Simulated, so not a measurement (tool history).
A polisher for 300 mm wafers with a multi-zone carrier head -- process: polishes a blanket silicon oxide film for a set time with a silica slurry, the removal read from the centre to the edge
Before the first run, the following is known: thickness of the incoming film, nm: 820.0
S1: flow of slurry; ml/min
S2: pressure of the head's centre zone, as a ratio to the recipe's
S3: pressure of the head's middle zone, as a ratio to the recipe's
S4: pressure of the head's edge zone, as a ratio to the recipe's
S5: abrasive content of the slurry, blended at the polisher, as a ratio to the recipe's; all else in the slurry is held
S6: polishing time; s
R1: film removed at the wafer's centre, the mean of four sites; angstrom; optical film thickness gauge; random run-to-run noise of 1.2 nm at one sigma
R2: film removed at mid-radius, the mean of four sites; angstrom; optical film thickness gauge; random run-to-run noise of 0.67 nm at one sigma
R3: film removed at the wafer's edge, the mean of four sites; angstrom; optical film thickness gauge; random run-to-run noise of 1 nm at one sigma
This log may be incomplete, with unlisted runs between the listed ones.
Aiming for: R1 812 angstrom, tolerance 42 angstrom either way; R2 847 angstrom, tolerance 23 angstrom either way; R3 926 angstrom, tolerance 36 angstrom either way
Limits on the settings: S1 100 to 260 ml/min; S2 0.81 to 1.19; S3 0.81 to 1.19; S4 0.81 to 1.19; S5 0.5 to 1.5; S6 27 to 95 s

run,day,S1,S2,S3,S4,S5,S6,R1,R2,R3
1,0,165,1,1,1,1,61,1362.5,1375.8,1347.9
2,0.25,165,1,1,0.96,1,61,1345.3,1376.2,1306.3
3,0.529,160,0.99,0.98,0.96,0.95,61,1301.7,1309.8,1277.6
4,0.638,155,0.97,0.97,0.95,0.9,61,1229.7,1257.1,1234.8
5,0.946,150,0.96,0.96,0.94,0.85,61,1167.7,1200.1,1184.1
6,1,170,0.96,0.96,0.94,0.85,61,1216.1,1234.1,1205.5
7,1.242,165,0.95,0.95,0.93,0.8,61,1158.7,1190.2,1180.5
8,1.429,160,0.94,0.94,0.92,0.75,61,1094.1,1133.2,1110.2
9,1.667,155,0.93,0.93,0.92,0.75,61,1101.1,1114.7,1104.8
10,1.975,125,0.83,0.86,1,0.5,55,652.63,723.43,802.61
11,2.129,135,0.83,0.86,1,0.5,55,656.23,733.92,804.19
12,2.45,145,0.84,0.86,1.01,0.5,55,681.42,746.52,810.88
13,2.592,150,0.84,0.86,1.02,0.5,55,684.57,750.51,835.67

Consider the 4 candidate settings below. Which is the only one whose results all fall within their allowed miss of target?
A,2.733,105,0.86,0.84,0.91,0.5,68,?,?,?
B,2.733,130,0.92,0.95,0.87,0.5,63,?,?,?
C,2.733,140,0.92,1.07,0.81,0.5,55,?,?,?
D,2.733,155,0.9,0.97,0.9,0.5,55,?,?,?

move,R1,R2,R3
A,834.99,847.75,937.78
B,873.43,901.41,877.62
C,775.54,874.87,748.69
D,773.82,825.86,796.06
A: each result inside its tolerance
B: pushes the last run's worst result past its target
C: pushes the last run's worst result past its target
D: the worst result of the last run now meets its target, but another is out of spec
The move that meets every target is A.
